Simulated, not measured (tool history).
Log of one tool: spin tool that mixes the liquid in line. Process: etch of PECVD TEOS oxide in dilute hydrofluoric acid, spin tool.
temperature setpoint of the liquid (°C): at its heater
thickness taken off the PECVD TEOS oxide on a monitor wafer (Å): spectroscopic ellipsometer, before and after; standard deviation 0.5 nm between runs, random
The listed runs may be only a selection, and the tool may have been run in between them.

run    day  temperature setpoint of the liquid (°C)  parts of water to one part of 49 % hydrofluoric acid (parts by volume)  time under the liquid (s)  thickness taken off the PECVD TEOS oxide on a monitor wafer (Å)
  1  0.000                                       22                                                                     115                        235                                                           199.83
  2  0.175                                       22                                                                     115                        235                                                           197.78
  3  0.483                                       22                                                                     115                        250                                                           210.58
  4  0.642                                       22                                                                     115                        235                                                           196.11
     0.667  -- thermometer replaced
  5  0.667                                       22                                                                      95                        235                                                           265.47
  6  0.862                                       22                                                                      95                        235                                                           267.44

Run 7, settings as shown, results not yet in. Your forecast:
  7  0.975                                       24                                                                      85                        235                                                                ?

Run 7 yielded thickness taken off the PECVD TEOS oxide on a monitor wafer (Å) 327.17.

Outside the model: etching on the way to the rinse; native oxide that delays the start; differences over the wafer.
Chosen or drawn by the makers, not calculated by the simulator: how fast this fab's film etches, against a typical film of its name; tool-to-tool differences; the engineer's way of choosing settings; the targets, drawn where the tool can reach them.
